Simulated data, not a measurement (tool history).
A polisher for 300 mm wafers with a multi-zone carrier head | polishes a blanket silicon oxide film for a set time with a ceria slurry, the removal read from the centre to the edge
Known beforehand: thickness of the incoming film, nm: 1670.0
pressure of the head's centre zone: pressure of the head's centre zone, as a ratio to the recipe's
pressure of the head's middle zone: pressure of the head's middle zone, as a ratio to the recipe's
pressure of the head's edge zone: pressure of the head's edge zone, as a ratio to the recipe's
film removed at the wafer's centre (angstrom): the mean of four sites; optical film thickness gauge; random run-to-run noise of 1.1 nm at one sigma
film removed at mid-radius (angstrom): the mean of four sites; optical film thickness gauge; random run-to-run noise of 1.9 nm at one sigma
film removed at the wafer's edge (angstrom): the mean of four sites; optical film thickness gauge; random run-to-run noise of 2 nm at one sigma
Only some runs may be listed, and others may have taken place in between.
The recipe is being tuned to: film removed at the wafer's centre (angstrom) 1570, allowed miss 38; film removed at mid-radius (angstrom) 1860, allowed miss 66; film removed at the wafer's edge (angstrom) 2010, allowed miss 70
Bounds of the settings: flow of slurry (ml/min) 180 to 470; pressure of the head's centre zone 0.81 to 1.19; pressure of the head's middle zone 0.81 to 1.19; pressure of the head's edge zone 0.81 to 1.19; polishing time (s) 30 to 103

| run | hour | flow of slurry (ml/min) | pressure of the head's centre zone | pressure of the head's middle zone | pressure of the head's edge zone | polishing time (s) | film removed at the wafer's centre (angstrom) | film removed at mid-radius (angstrom) | film removed at the wafer's edge (angstrom) |
|---|---|---|---|---|---|---|---|---|---|
| 1 | 0 | 300 | 1 | 1 | 1 | 66 | 1911.3 | 1925.1 | 1911.2 |
| 2 | 5.6 | 300 | 1 | 1 | 1 | 50 | 1440.1 | 1426.1 | 1452.5 |
| 3 | 9.5 | 300 | 0.96 | 1.01 | 1.05 | 54 | 1492.6 | 1575.1 | 1608.2 |
| 4 | 13.8 | 300 | 0.96 | 1.01 | 0.98 | 54 | 1485.9 | 1582.2 | 1547 |
| 5 | 14.9 | 305 | 0.93 | 1.01 | 1.04 | 57 | 1531.5 | 1674.5 | 1681.1 |
| 6 | 20 | 305 | 0.93 | 1.01 | 1 | 57 | 1523.2 | 1679.2 | 1653.1 |
|  | 21.5 | worn pad replaced by a new one |
| 7 | 21.5 | 315 | 0.91 | 1.01 | 1.06 | 59 | 1643.2 | 1844.3 | 1856.2 |
| 8 | 24.1 | 290 | 0.81 | 0.96 | 1.14 | 58 | 1421.5 | 1705.9 | 1892.1 |
| 9 | 29.4 | 290 | 0.81 | 0.96 | 1.14 | 58 | 1407.4 | 1730.1 | 1895.7 |
| 10 | 33.3 | 325 | 0.82 | 0.97 | 1.15 | 58 | 1455.1 | 1721.6 | 1906.1 |
| 11 | 40.9 | 340 | 0.83 | 0.99 | 1.16 | 58 | 1456.8 | 1793.5 | 1920 |
| 12 | 43.7 | 375 | 0.89 | 0.98 | 1.19 | 60 | 1661.5 | 1817.8 | 2022.2 |
| 13 | 48.6 | 375 | 0.89 | 0.98 | 1.19 | 60 | 1661.5 | 1836.4 | 2047.2 |
| 14 | 52.8 | 365 | 0.88 | 0.99 | 1.18 | 60 | 1637.1 | 1867.2 | 2033.4 |
| 15 | 58.7 | 355 | 0.87 | 0.99 | 1.18 | 60 | 1601.8 | 1822.6 | 2020.2 |
| 16 | 65.4 | 355 | 0.87 | 0.99 | 1.18 | 60 | 1631.9 | 1858.5 | 2059 |

Exercise: of the 4 proposed moves below, exactly one satisfies all targets within the stated allowed misses. Which move is it?
| A | 72.1 | 305 | 0.92 | 1 | 1.19 | 57 | ? | ? | ? |
| B | 72.1 | 330 | 0.91 | 0.96 | 1.19 | 63 | ? | ? | ? |
| C | 72.1 | 435 | 0.89 | 0.97 | 1.19 | 63 | ? | ? | ? |
| D | 72.1 | 385 | 0.82 | 0.96 | 1.1 | 62 | ? | ? | ? |

| move | film removed at the wafer's centre (angstrom) | film removed at mid-radius (angstrom) | film removed at the wafer's edge (angstrom) |
|---|---|---|---|
| A | 1587.5 | 1748.9 | 1913.6 |
| B | 1748.1 | 1882.1 | 2127.3 |
| C | 1748.8 | 1938.2 | 2161.3 |
| D | 1569.6 | 1876.1 | 2029.3 |
A: gets the furthest-off result to its target, but another result is out of tolerance
B: lands further from the targets than the last run did
C: lands further from the targets than the last run did
D: meets every target
Correct choice: D, which meets every target

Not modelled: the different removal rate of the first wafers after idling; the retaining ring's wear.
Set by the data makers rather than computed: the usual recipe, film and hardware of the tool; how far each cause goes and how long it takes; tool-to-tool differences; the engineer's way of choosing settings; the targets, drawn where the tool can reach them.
